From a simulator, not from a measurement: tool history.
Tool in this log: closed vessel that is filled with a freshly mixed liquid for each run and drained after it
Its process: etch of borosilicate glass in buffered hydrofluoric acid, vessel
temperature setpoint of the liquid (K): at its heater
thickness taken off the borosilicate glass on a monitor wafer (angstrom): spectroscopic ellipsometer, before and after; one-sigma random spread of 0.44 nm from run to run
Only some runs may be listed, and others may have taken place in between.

run	hour	temperature setpoint of the liquid (K)	parts of 40 % ammonium fluoride to one part of 49 % hydrofluoric acid (parts by volume)	time in the liquid (s)	thickness taken off the borosilicate glass on a monitor wafer (angstrom)
1	0	297.15	11	100	1177.4
2	4.1	297.15	11	105	1229.8
3	12.4	294.65	11	105	1089.9
4	19.2	294.65	11	100	1022.5
5	25.3	294.65	10	100	1137.2
6	27.8	293.65	10.5	100	1023
7	32.5	293.15	10.5	100	990.67
8	41	292.65	10.5	100	957.13

Run 9 comes next. What will it give?
9	41.8	292.15	10.5	100	?

{"run 9": {"thickness taken off the borosilicate glass on a monitor wafer (angstrom)": 941.46}}
